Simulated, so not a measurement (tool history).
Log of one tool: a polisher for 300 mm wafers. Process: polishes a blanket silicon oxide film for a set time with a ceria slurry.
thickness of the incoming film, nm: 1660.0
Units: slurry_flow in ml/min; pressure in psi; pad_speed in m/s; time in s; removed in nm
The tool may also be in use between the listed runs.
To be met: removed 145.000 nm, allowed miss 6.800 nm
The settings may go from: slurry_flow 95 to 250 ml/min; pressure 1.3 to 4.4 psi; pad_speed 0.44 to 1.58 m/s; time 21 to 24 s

run  hour  slurry_flow  pressure  pad_speed  time  removed
  1   0.0          160       2.8       1.00    24  109.490
  2   1.5          160       3.0       1.00    24  117.030
  3   3.5          160       3.4       1.00    24  129.560
  4   5.1          160       2.7       1.00    24  107.890
  5  11.9          160       2.7       0.90    24   92.663
  6  18.5          160       2.0       0.90    24   70.158
  7  24.0          160       2.5       0.92    24   89.911
  8  29.4          160       2.9       0.92    24  105.520
  9  34.6          160       3.1       0.92    24  109.770
 10  41.1          160       3.3       0.92    24  116.060
 11  43.9          160       3.5       0.92    24  125.410
 12  49.3          160       3.6       0.92    24  126.560
 13  57.1          160       3.7       0.92    24  131.350
 14  65.7          160       3.8       0.92    24  132.150

Which of these 5 next moves meets every target?
  A  74.3          185       4.4       0.94    24        ?
  B  74.3          175       3.4       1.08    24        ?
  C  74.3          175       4.2       0.78    23        ?
  D  74.3          155       3.7       0.90    22        ?
  E  74.3          195       3.8       1.10    24        ?

move  removed
   A  161.410
   B  142.490
   C  122.550
   D  116.890
   E  163.940
A: takes the result that was furthest off past its target
B: meets every target
C: further off than the last run
D: further off than the last run
E: takes the result that was furthest off past its target
Move B is the one to make.
